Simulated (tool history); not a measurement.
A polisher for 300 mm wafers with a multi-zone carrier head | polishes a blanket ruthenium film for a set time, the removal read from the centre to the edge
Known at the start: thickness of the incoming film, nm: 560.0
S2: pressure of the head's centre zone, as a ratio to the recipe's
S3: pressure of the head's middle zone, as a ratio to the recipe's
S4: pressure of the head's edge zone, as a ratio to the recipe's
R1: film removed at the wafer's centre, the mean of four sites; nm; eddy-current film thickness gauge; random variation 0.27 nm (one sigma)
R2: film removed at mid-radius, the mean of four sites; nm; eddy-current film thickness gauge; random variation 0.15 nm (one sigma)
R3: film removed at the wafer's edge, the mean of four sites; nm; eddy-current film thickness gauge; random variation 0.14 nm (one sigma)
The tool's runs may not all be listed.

{"run": 1, "day": 0.0, "flow of slurry (ml/min)": 235, "S2": 1, "S3": 1, "S4": 1, "polishing time (s)": 35, "R1": 24.075, "R2": 24.2, "R3": 23.179}
{"run": 2, "day": 0.279, "flow of slurry (ml/min)": 230, "S2": 0.99, "S3": 0.98, "S4": 0.98, "polishing time (s)": 34, "R1": 23.159, "R2": 23.403, "R3": 22.385}
{"run": 3, "day": 0.458, "flow of slurry (ml/min)": 230, "S2": 0.99, "S3": 0.9, "S4": 0.98, "polishing time (s)": 34, "R1": 23.144, "R2": 21.323, "R3": 22.579}
{"run": 4, "day": 0.638, "flow of slurry (ml/min)": 225, "S2": 0.98, "S3": 0.9, "S4": 0.96, "polishing time (s)": 33, "R1": 21.82, "R2": 20.63, "R3": 21.373}
{"run": 5, "day": 0.696, "flow of slurry (ml/min)": 225, "S2": 0.98, "S3": 0.84, "S4": 0.96, "polishing time (s)": 33, "R1": 22.25, "R2": 19.624, "R3": 21.656}
{"run": 6, "day": 0.833, "flow of slurry (ml/min)": 225, "S2": 0.98, "S3": 0.84, "S4": 0.9, "polishing time (s)": 33, "R1": 21.776, "R2": 19.945, "R3": 20.951}

The next listed run, before its measurement:
{"run": 7, "day": 1.042, "flow of slurry (ml/min)": 220, "S2": 0.98, "S3": 0.84, "S4": 0.89, "polishing time (s)": 33, "R1": "?", "R2": "?", "R3": "?"}

R1: 22.11 nm
R2: 19.561 nm
R3: 21 nm
